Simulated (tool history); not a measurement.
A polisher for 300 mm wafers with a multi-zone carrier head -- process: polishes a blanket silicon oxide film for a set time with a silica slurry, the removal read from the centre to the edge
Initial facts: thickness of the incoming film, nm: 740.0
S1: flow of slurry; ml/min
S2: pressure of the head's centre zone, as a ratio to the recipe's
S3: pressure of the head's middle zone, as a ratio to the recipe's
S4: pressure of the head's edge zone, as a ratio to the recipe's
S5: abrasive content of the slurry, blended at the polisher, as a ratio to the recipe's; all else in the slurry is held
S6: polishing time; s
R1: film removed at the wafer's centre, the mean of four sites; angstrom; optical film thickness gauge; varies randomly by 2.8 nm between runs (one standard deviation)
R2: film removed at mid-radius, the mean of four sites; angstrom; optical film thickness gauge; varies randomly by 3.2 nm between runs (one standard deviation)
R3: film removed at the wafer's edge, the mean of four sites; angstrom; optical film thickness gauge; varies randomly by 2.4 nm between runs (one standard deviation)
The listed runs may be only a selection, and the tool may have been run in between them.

run 1 hour=0 | S1=270 S2=1 S3=1 S4=1 S5=1 S6=67 | R1=2533.8 R2=2512.7 R3=2486.6
run 2 hour=7.1 | S1=270 S2=1 S3=1 S4=0.95 S5=1 S6=67 | R1=2567.7 R2=2569.9 R3=2419.8
run 3 hour=14.7 | S1=270 S2=1 S3=1 S4=0.95 S5=0.85 S6=67 | R1=2324.3 R2=2297.6 R3=2183
run 4 hour=20.4 | S1=270 S2=1 S3=1 S4=1.01 S5=0.85 S6=67 | R1=2293.4 R2=2269.3 R3=2301.5
run 5 hour=24.2 | S1=270 S2=1.03 S3=1 S4=1.01 S5=0.85 S6=67 | R1=2324.3 R2=2282.9 R3=2295.4
run 6 hour=31.1 | S1=275 S2=1.03 S3=1 S4=1.05 S5=0.9 S6=67 | R1=2467.7 R2=2399.9 R3=2403.2
run 7 hour=39.6 | S1=275 S2=1.03 S3=1 S4=1.05 S5=0.9 S6=67 | R1=2429.5 R2=2380 R3=2443.6
run 8 hour=44.7 | S1=280 S2=1.02 S3=1 S4=1.08 S5=0.95 S6=67 | R1=2478.4 R2=2525 R3=2552.1
run 9 hour=52.4 | S1=285 S2=1.02 S3=0.98 S4=1.11 S5=0.95 S6=67 | R1=2501.8 R2=2408.2 R3=2575.9

Run 10 has not been measured yet. What should we expect?
run 10 hour=60 | S1=290 S2=0.93 S3=0.98 S4=1.19 S5=1.2 S6=68 | R1=? R2=? R3=?

{"run 10": {"R1": 2714, "R2": 2862, "R3": 3086.4}}
